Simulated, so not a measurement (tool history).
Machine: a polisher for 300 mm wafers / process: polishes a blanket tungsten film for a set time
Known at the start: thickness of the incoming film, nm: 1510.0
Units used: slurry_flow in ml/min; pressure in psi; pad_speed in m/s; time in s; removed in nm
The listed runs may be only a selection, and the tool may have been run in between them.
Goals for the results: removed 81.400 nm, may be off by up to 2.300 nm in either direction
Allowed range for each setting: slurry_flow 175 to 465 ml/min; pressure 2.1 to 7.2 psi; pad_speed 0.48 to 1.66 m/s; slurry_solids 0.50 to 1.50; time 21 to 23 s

Run 1, hour 0.0: slurry_flow 295 ml/min, pressure 4.6 psi, pad_speed 1.06 m/s, slurry_solids 1.00, time 23 s. Result: removed 142.270 nm.
Run 2, hour 6.4: slurry_flow 365 ml/min, pressure 4.6 psi, pad_speed 1.06 m/s, slurry_solids 1.00, time 23 s. Result: removed 143.960 nm.
Run 3, hour 6.9: slurry_flow 365 ml/min, pressure 4.6 psi, pad_speed 1.06 m/s, slurry_solids 0.90, time 23 s. Result: removed 142.120 nm.
Run 4, hour 12.5: slurry_flow 365 ml/min, pressure 4.2 psi, pad_speed 1.06 m/s, slurry_solids 0.90, time 23 s. Result: removed 131.290 nm.
Run 5, hour 13.5: slurry_flow 365 ml/min, pressure 4.2 psi, pad_speed 1.06 m/s, slurry_solids 0.90, time 23 s. Result: removed 129.590 nm.
Run 6, hour 17.0: slurry_flow 365 ml/min, pressure 3.9 psi, pad_speed 1.06 m/s, slurry_solids 0.90, time 23 s. Result: removed 124.210 nm.
Run 7, hour 19.8: slurry_flow 365 ml/min, pressure 3.6 psi, pad_speed 1.04 m/s, slurry_solids 0.90, time 23 s. Result: removed 115.570 nm.
Run 8, hour 23.3: slurry_flow 365 ml/min, pressure 3.4 psi, pad_speed 1.02 m/s, slurry_solids 0.90, time 23 s. Result: removed 107.240 nm.
Run 9, hour 27.0: slurry_flow 365 ml/min, pressure 3.2 psi, pad_speed 1.02 m/s, slurry_solids 0.90, time 23 s. Result: removed 102.600 nm.
Run 10, hour 33.3: slurry_flow 355 ml/min, pressure 2.1 psi, pad_speed 1.02 m/s, slurry_solids 0.90, time 23 s. Result: removed 75.513 nm.
Run 11, hour 37.9: slurry_flow 365 ml/min, pressure 2.1 psi, pad_speed 1.02 m/s, slurry_solids 0.90, time 23 s. Result: removed 75.586 nm.
Run 12, hour 42.0: slurry_flow 370 ml/min, pressure 2.1 psi, pad_speed 1.02 m/s, slurry_solids 0.90, time 23 s. Result: removed 75.517 nm.
Run 13, hour 44.4: slurry_flow 375 ml/min, pressure 2.5 psi, pad_speed 1.02 m/s, slurry_solids 0.90, time 23 s. Result: removed 85.250 nm.
Run 14, hour 51.4: slurry_flow 370 ml/min, pressure 2.5 psi, pad_speed 1.02 m/s, slurry_solids 0.90, time 23 s. Result: removed 85.975 nm.
Run 15, hour 59.4: slurry_flow 365 ml/min, pressure 2.5 psi, pad_speed 1.02 m/s, slurry_solids 0.90, time 23 s. Result: removed 85.389 nm.
Run 16, hour 67.8: slurry_flow 360 ml/min, pressure 2.5 psi, pad_speed 1.02 m/s, slurry_solids 0.90, time 23 s. Result: removed 85.153 nm.

Which one of the following 4 next-run settings gets every result inside its allowed miss? There is exactly one.
Run A, hour 76.2: slurry_flow 280 ml/min, pressure 2.2 psi, pad_speed 1.10 m/s, slurry_solids 0.90, time 23 s. Result: removed ?.
Run B, hour 76.2: slurry_flow 390 ml/min, pressure 2.5 psi, pad_speed 1.16 m/s, slurry_solids 0.70, time 23 s. Result: removed ?.
Run C, hour 76.2: slurry_flow 425 ml/min, pressure 3.3 psi, pad_speed 0.82 m/s, slurry_solids 1.10, time 23 s. Result: removed ?.
Run D, hour 76.2: slurry_flow 340 ml/min, pressure 3.1 psi, pad_speed 0.94 m/s, slurry_solids 0.95, time 21 s. Result: removed ?.

move  removed
   A   81.131
   B   90.406
   C   93.622
   D   86.459
A: in spec on every target
B: the biggest miss grows against the last run
C: the biggest miss grows against the last run
D: the biggest miss grows against the last run
Correct choice: A, which meets every target

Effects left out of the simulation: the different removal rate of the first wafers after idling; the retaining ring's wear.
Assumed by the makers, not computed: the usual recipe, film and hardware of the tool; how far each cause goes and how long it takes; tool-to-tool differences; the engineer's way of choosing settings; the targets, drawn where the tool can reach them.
